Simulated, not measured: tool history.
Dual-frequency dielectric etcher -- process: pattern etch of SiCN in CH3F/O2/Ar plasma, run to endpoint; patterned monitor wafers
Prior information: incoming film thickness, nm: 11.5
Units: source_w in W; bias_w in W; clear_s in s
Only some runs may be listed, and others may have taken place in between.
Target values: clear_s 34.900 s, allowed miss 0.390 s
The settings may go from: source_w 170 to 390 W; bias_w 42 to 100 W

run 1 hour=0.0 | source_w=280 bias_w=71 | clear_s=31.147
run 2 hour=4.1 | source_w=250 bias_w=71 | clear_s=32.475
run 3 hour=8.9 | source_w=230 bias_w=71 | clear_s=33.233
run 4 hour=11.1 | source_w=220 bias_w=71 | clear_s=33.370
run 5 hour=13.7 | source_w=210 bias_w=71 | clear_s=34.099
run 6 hour=18.9 | source_w=250 bias_w=71 | clear_s=32.019
run 7 hour=26.6 | source_w=230 bias_w=71 | clear_s=33.042
run 8 hour=33.9 | source_w=220 bias_w=71 | clear_s=33.389
run 9 hour=42.2 | source_w=210 bias_w=71 | clear_s=33.951

Next run, 4 choices. One meets every target within its allowed miss, the rest don't. Which?
run A hour=50.5 | source_w=220 bias_w=68 | clear_s=?
run B hour=50.5 | source_w=200 bias_w=74 | clear_s=?
run C hour=50.5 | source_w=220 bias_w=65 | clear_s=?
run D hour=50.5 | source_w=200 bias_w=65 | clear_s=?

move=A clear_s=34.305
move=B clear_s=34.004
move=C clear_s=34.998
move=D clear_s=36.028
A: an improvement on the last run, though not all results are within tolerance
B: an improvement on the last run, though not all results are within tolerance
C: all results land within tolerance of their targets
D: moves the result that the last run missed by most past its target, out the other side
The move that meets every target is C.
